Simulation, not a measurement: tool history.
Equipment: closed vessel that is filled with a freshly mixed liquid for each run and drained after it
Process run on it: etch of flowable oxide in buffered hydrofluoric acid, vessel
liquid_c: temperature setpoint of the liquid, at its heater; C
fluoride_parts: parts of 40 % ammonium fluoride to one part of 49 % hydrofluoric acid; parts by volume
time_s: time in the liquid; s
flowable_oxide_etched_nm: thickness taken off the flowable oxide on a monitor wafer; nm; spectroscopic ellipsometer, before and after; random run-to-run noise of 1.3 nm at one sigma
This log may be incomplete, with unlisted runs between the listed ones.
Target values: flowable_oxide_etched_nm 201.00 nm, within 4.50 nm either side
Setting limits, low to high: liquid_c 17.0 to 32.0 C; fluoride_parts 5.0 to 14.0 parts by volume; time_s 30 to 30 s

| run | hour | liquid_c | fluoride_parts | time_s | flowable_oxide_etched_nm |
|---|---|---|---|---|---|
| 1 | 0.0 | 24.0 | 8.5 | 30 | 121.22 |
| 2 | 5.4 | 26.5 | 8.5 | 30 | 138.85 |
| 3 | 11.9 | 26.5 | 8.5 | 30 | 140.14 |
| 4 | 19.7 | 26.5 | 6.5 | 30 | 179.60 |
| 5 | 25.3 | 30.0 | 6.5 | 30 | 218.63 |
| 6 | 32.6 | 30.0 | 5.5 | 30 | 251.01 |
| 7 | 36.1 | 29.5 | 5.5 | 30 | 244.69 |
| 8 | 37.5 | 29.0 | 5.5 | 30 | 236.93 |
| 9 | 45.9 | 28.5 | 5.5 | 30 | 231.31 |
| 10 | 52.3 | 28.0 | 5.5 | 30 | 226.56 |
| 11 | 54.1 | 27.5 | 5.5 | 30 | 220.45 |
| 12 | 59.9 | 26.5 | 5.5 | 30 | 209.83 |

5 candidate next runs follow, results not yet known. Just one meets every target within its allowed miss. Identify it.
| A | 65.7 | 26.5 | 6.0 | 30 | ? |
| B | 65.7 | 28.5 | 6.5 | 30 | ? |
| C | 65.7 | 26.0 | 6.0 | 30 | ? |
| D | 65.7 | 23.0 | 5.0 | 30 | ? |
| E | 65.7 | 24.5 | 5.5 | 30 | ? |

| move | flowable_oxide_etched_nm |
|---|---|
| A | 193.91 |
| B | 201.44 |
| C | 188.79 |
| D | 188.08 |
| E | 187.40 |
A: pushes the last run's worst result past its target
B: each result inside its tolerance
C: pushes the last run's worst result past its target
D: pushes the last run's worst result past its target
E: pushes the last run's worst result past its target
So the answer is move B, the one that meets all the targets.
